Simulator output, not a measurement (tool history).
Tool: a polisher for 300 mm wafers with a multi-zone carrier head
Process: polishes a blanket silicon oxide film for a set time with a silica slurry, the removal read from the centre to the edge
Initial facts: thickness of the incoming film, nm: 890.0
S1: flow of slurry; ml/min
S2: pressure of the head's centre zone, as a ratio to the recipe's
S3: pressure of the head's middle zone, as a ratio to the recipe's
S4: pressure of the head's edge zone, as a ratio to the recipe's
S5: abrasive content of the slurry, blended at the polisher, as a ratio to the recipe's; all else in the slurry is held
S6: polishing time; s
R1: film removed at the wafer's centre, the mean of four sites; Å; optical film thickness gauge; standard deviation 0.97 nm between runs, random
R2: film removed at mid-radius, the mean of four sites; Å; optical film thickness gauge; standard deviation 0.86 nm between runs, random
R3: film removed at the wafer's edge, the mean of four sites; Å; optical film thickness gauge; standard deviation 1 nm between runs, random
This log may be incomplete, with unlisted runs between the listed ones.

run    day   S1    S2    S3    S4    S5  S6       R1       R2       R3
  1  0.000  310  1.00  1.00  1.00  1.00  66  1685.50  1520.30  1469.40
  2  0.346  310  0.99  0.99  0.99  0.95  63  1496.60  1402.10  1349.80
  3  0.533  310  0.99  0.99  0.99  1.05  63  1624.90  1478.40  1464.50
  4  0.712  310  0.99  0.97  0.99  1.00  61  1525.20  1352.30  1360.00
  5  0.996  310  0.99  0.96  0.98  0.95  59  1395.50  1252.50  1295.40
  6  1.117  310  1.00  0.96  0.97  0.90  57  1343.20  1175.30  1176.60
  7  1.271  310  0.99  0.95  0.96  0.85  56  1215.80  1124.30  1115.40
  8  1.467  310  1.00  0.94  0.95  0.80  55  1170.50  1005.20  1030.80
  9  1.600  310  1.00  0.93  0.94  0.75  55  1071.20   940.28   960.40
 10  1.867  310  1.00  0.92  0.93  0.75  55  1082.50   927.04   951.02
 11  1.975  310  1.00  0.92  0.93  0.75  55  1066.70   936.24   947.40
 12  2.142  310  1.00  0.91  0.92  0.75  55  1073.50   938.72   937.21
 13  2.329  310  1.00  0.90  0.92  0.75  55  1075.70   915.09   932.65
 14  2.617  310  0.99  0.89  0.91  0.75  55  1048.50   920.15   946.14

Run 15, settings as shown, results not yet in. Your forecast:
 15  2.921  305  0.99  0.88  0.89  0.50  45   ?   ?   ?

For run 15 the tool returned R1 478.03 Å, R2 405.23 Å, R3 419.63 Å.
